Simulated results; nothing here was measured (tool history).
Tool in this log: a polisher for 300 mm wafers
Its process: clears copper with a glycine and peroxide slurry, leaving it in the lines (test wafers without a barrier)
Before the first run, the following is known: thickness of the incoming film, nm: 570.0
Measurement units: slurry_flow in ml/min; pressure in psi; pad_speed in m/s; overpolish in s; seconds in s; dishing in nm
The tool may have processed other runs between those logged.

| run | day | slurry_flow | pressure | pad_speed | overpolish | seconds | dishing |
|---|---|---|---|---|---|---|---|
| 1 | 0 | 150 | 3.4 | 1.14 | 9 | 78.67 | 38.123 |
| 2 | 0.312 | 165 | 3.4 | 1.14 | 9 | 80.897 | 37.997 |
| 3 | 0.617 | 165 | 3.8 | 1.16 | 9 | 73.346 | 43.296 |
| 4 | 0.729 | 190 | 3.8 | 1.16 | 9 | 70.707 | 42.753 |
| 5 | 1.058 | 190 | 4.1 | 1.18 | 9 | 64.563 | 43.771 |
| 6 | 1.296 | 190 | 4.3 | 1.18 | 9 | 63.19 | 44.533 |

Expected results for the next run?
| 7 | 1.662 | 190 | 4.3 | 1.18 | 9 | ? | ? |

Run 7 produced seconds 62.208 s, dishing 44.401 nm.

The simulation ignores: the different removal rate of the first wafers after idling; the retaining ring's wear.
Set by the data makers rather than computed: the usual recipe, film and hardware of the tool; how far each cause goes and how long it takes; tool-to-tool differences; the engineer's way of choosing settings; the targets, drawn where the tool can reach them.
